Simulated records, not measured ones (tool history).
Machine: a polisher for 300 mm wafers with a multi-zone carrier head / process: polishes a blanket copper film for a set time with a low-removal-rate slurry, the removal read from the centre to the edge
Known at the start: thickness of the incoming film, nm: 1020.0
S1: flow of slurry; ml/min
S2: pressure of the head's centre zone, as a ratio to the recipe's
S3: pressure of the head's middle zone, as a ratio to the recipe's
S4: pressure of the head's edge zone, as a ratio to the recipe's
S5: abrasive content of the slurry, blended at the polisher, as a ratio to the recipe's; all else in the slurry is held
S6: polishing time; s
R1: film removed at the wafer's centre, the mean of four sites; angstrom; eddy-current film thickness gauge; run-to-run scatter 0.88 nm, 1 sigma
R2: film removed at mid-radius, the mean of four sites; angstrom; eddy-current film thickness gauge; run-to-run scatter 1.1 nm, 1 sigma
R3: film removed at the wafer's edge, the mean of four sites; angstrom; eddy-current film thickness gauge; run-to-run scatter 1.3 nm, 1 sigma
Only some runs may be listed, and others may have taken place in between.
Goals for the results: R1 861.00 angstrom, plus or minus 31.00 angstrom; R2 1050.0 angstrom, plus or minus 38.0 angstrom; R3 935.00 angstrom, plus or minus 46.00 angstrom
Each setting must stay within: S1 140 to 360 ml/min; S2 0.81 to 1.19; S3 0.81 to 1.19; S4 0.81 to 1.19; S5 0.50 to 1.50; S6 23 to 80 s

run  hour   S1    S2    S3    S4    S5  S6       R1      R2       R3
  1   0.0  230  1.00  1.00  1.00  1.00  51  1463.60  1451.7  1524.00
  2   1.3  230  1.00  1.00  1.00  1.00  40  1145.50  1132.4  1165.70
  3   8.4  195  1.00  1.00  1.00  1.00  40  1122.40  1108.2  1121.20
  4  14.8  195  1.00  1.00  1.00  1.10  40  1133.70  1116.8  1153.40
  5  23.1  185  0.96  1.01  0.98  1.00  40  1051.00  1102.4  1149.50
  6  29.7  185  0.96  1.01  1.02  1.00  40  1049.70  1109.8  1166.50
  7  30.2  185  0.96  1.01  1.02  1.00  40  1059.10  1112.7  1171.50
  8  31.6  180  0.95  1.04  0.99  0.90  39  1017.20  1068.1  1063.90
  9  39.7  175  0.92  1.07  0.97  0.85  39   955.04  1090.6  1082.90
 10  45.9  170  0.92  1.09  0.95  0.80  39   953.31  1071.7  1035.60
 11  51.7  160  0.83  1.15  0.87  0.70  38   818.34  1042.7   942.06
 12  53.7  165  0.84  1.15  0.87  0.70  38   812.54  1057.6   938.55

Exactly one of the 4 candidate moves below puts every result within its allowed miss. Which one?
  A  55.7  160  0.81  1.11  0.96  0.75  39   ?   ?   ?
  B  55.7  170  0.81  1.17  0.88  0.60  38   ?   ?   ?
  C  55.7  200  0.92  1.03  0.82  0.55  39   ?   ?   ?
  D  55.7  210  0.90  1.18  0.94  0.80  35   ?   ?   ?

move      R1      R2       R3
   A  814.00  1076.2  1005.40
   B  782.21  1066.1   922.49
   C  933.16  1032.1   928.90
   D  866.79  1062.3   933.82
A: just as far off the targets as the last run
B: moves away from the targets compared with the last run
C: moves the result that the last run missed by most past its target, out the other side
D: every result lands within tolerance
Correct choice: D, which meets every target
